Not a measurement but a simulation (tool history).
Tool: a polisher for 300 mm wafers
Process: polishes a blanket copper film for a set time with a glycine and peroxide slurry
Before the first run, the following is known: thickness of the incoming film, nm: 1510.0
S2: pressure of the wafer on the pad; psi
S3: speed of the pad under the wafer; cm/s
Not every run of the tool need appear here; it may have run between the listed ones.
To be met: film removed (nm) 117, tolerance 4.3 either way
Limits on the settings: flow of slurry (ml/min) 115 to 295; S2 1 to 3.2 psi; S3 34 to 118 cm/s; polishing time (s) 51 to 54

run 1 hour=0 | flow_of_slurry_(ml/min)=190 S2=2.1 S3=76 polishing_time_(s)=51 | film_removed_(nm)=176.72
run 2 hour=8 | flow_of_slurry_(ml/min)=190 S2=1.9 S3=76 polishing_time_(s)=51 | film_removed_(nm)=159.84
run 3 hour=8.9 | flow_of_slurry_(ml/min)=190 S2=2.1 S3=76 polishing_time_(s)=51 | film_removed_(nm)=172.19
run 4 hour=17.5 | flow_of_slurry_(ml/min)=155 S2=2.1 S3=76 polishing_time_(s)=51 | film_removed_(nm)=171.5
run 5 hour=26.2 | flow_of_slurry_(ml/min)=155 S2=1.9 S3=76 polishing_time_(s)=51 | film_removed_(nm)=156.57
run 6 hour=33.1 | flow_of_slurry_(ml/min)=155 S2=1.8 S3=76 polishing_time_(s)=51 | film_removed_(nm)=149.33
run 7 hour=39.5 | flow_of_slurry_(ml/min)=155 S2=1.7 S3=76 polishing_time_(s)=51 | film_removed_(nm)=142.77
run 8 hour=44.4 | flow_of_slurry_(ml/min)=155 S2=1.6 S3=76 polishing_time_(s)=51 | film_removed_(nm)=136.92
run 9 hour=52.5 | flow_of_slurry_(ml/min)=155 S2=1.5 S3=76 polishing_time_(s)=51 | film_removed_(nm)=133.47
run 10 hour=61.4 | flow_of_slurry_(ml/min)=155 S2=1.4 S3=76 polishing_time_(s)=51 | film_removed_(nm)=126.81

Of the 4 settings listed for the next run, only one would bring every result within its allowed miss of target. Which one?
run A hour=70.3 | flow_of_slurry_(ml/min)=125 S2=1 S3=76 polishing_time_(s)=53 | film_removed_(nm)=?
run B hour=70.3 | flow_of_slurry_(ml/min)=155 S2=1.2 S3=66 polishing_time_(s)=51 | film_removed_(nm)=?
run C hour=70.3 | flow_of_slurry_(ml/min)=160 S2=1 S3=68 polishing_time_(s)=53 | film_removed_(nm)=?
run D hour=70.3 | flow_of_slurry_(ml/min)=160 S2=1.3 S3=72 polishing_time_(s)=51 | film_removed_(nm)=?

move=A film_removed_(nm)=102.09
move=B film_removed_(nm)=106.85
move=C film_removed_(nm)=102.27
move=D film_removed_(nm)=117.67
A: moves the result that the last run missed by most past its target, out the other side
B: moves the result that the last run missed by most past its target, out the other side
C: moves the result that the last run missed by most past its target, out the other side
D: each result inside its tolerance
D is the move that brings every result within its allowed miss.
